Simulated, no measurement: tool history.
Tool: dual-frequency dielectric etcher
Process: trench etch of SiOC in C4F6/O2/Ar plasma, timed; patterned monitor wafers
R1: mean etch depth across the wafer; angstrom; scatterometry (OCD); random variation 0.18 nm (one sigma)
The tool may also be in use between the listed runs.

Run 1, hour 0: source power (kW) 0.45, bias power (kW) 0.229, etch time (s) 15. Result: R1 326.79 angstrom.
Run 2, hour 2.6: source power (kW) 0.45, bias power (kW) 0.191, etch time (s) 15. Result: R1 313.57 angstrom.
Run 3, hour 8.9: source power (kW) 0.45, bias power (kW) 0.191, etch time (s) 15. Result: R1 312.44 angstrom.
Run 4, hour 9.9: source power (kW) 0.48, bias power (kW) 0.194, etch time (s) 15. Result: R1 320.96 angstrom.
Run 5, hour 12.8: source power (kW) 0.43, bias power (kW) 0.194, etch time (s) 15. Result: R1 308.1 angstrom.
Run 6, hour 20.3: source power (kW) 0.46, bias power (kW) 0.197, etch time (s) 15. Result: R1 317.22 angstrom.
Run 7, hour 23.4: source power (kW) 0.49, bias power (kW) 0.2, etch time (s) 15. Result: R1 324.23 angstrom.

The next listed run, before its measurement:
Run 8, hour 26.6: source power (kW) 0.51, bias power (kW) 0.203, etch time (s) 15. Result: R1 ?.

{"run 8": {"R1": 330.19}}

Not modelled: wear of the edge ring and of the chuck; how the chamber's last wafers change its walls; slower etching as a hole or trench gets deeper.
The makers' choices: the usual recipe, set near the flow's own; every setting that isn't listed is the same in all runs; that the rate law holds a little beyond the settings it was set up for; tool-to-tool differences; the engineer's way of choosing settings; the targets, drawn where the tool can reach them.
